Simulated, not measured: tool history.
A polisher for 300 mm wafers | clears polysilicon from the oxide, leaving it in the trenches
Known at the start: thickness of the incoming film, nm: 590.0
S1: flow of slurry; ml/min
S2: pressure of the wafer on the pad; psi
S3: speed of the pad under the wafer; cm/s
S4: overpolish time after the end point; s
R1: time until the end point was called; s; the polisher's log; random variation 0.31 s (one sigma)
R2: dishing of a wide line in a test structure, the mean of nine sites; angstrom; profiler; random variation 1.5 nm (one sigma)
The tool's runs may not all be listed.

run,day,S1,S2,S3,S4,R1,R2
1,0,155,3.1,108,9,39.241,543.41
2,0.05,165,3.2,108,10,38.334,570.49
3,0.275,165,3.3,108,10,38.406,564
4,0.308,135,3.3,108,10,38.634,555.6
5,0.338,135,3.3,90,10,46.475,568.23
6,0.542,135,3.3,90,8,46.283,510.64
7,0.612,145,3.6,90,9,43.407,527.62
8,0.667,145,3.9,90,10,40.801,545.98
9,0.95,145,4.1,90,11,39.447,594.15

The next listed run, before its measurement:
10,1.054,145,4.2,90,11,?,?

Run 10 gave R1 39.178 s, R2 589.4 angstrom.
